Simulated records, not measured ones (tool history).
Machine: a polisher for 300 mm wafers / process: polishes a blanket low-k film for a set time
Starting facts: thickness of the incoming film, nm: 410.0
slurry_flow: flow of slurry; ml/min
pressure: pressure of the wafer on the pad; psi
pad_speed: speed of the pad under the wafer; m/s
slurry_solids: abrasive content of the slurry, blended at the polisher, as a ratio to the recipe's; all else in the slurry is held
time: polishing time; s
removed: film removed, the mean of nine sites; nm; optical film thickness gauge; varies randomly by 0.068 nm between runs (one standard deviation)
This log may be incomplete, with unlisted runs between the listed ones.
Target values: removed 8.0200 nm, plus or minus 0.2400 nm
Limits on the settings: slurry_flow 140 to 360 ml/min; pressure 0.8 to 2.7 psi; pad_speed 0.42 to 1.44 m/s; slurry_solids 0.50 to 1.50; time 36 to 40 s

Run 1, hour 0.0: slurry_flow 230 ml/min, pressure 1.7 psi, pad_speed 0.92 m/s, slurry_solids 1.00, time 40 s. Result: removed 14.5840 nm.
Run 2, hour 6.7: slurry_flow 230 ml/min, pressure 1.7 psi, pad_speed 0.84 m/s, slurry_solids 1.00, time 40 s. Result: removed 13.7950 nm.
Run 3, hour 13.8: slurry_flow 230 ml/min, pressure 1.7 psi, pad_speed 1.00 m/s, slurry_solids 1.00, time 40 s. Result: removed 15.6270 nm.
Run 4, hour 20.7: slurry_flow 230 ml/min, pressure 1.5 psi, pad_speed 0.98 m/s, slurry_solids 1.00, time 40 s. Result: removed 14.2660 nm.
Run 5, hour 25.2: slurry_flow 180 ml/min, pressure 1.5 psi, pad_speed 0.98 m/s, slurry_solids 1.00, time 40 s. Result: removed 13.6890 nm.
Run 6, hour 27.6: slurry_flow 180 ml/min, pressure 1.5 psi, pad_speed 1.14 m/s, slurry_solids 1.00, time 40 s. Result: removed 15.3210 nm.
Run 7, hour 30.4: slurry_flow 180 ml/min, pressure 1.4 psi, pad_speed 1.08 m/s, slurry_solids 1.00, time 40 s. Result: removed 14.1060 nm.
Run 8, hour 32.3: slurry_flow 180 ml/min, pressure 1.3 psi, pad_speed 1.02 m/s, slurry_solids 1.00, time 40 s. Result: removed 12.8760 nm.
Run 9, hour 33.1: slurry_flow 180 ml/min, pressure 1.2 psi, pad_speed 0.96 m/s, slurry_solids 1.00, time 40 s. Result: removed 11.8280 nm.
Run 10, hour 35.5: slurry_flow 180 ml/min, pressure 1.1 psi, pad_speed 0.92 m/s, slurry_solids 1.00, time 40 s. Result: removed 10.7720 nm.
Run 11, hour 38.6: slurry_flow 180 ml/min, pressure 1.0 psi, pad_speed 0.88 m/s, slurry_solids 1.00, time 40 s. Result: removed 9.8515 nm.
Run 12, hour 41.1: slurry_flow 180 ml/min, pressure 1.0 psi, pad_speed 0.86 m/s, slurry_solids 1.00, time 40 s. Result: removed 9.5754 nm.

Exactly one of the 5 candidate moves below puts every result within its allowed miss. Which one?
Run A, hour 43.6: slurry_flow 185 ml/min, pressure 1.1 psi, pad_speed 0.64 m/s, slurry_solids 0.80, time 39 s. Result: removed ?.
Run B, hour 43.6: slurry_flow 195 ml/min, pressure 0.9 psi, pad_speed 0.82 m/s, slurry_solids 0.95, time 37 s. Result: removed ?.
Run C, hour 43.6: slurry_flow 200 ml/min, pressure 0.8 psi, pad_speed 0.74 m/s, slurry_solids 1.10, time 37 s. Result: removed ?.
Run D, hour 43.6: slurry_flow 140 ml/min, pressure 1.3 psi, pad_speed 0.82 m/s, slurry_solids 1.10, time 37 s. Result: removed ?.
Run E, hour 43.6: slurry_flow 215 ml/min, pressure 0.8 psi, pad_speed 0.78 m/s, slurry_solids 1.00, time 38 s. Result: removed ?.

move  removed
   A   7.2655
   B   7.9978
   C   7.3863
   D  10.0850
   E   7.6660
A: takes the biggest miss from the last run beyond its target
B: meets every target
C: takes the biggest miss from the last run beyond its target
D: misses by more than the last run did
E: takes the biggest miss from the last run beyond its target
Go with B: it meets all targets.
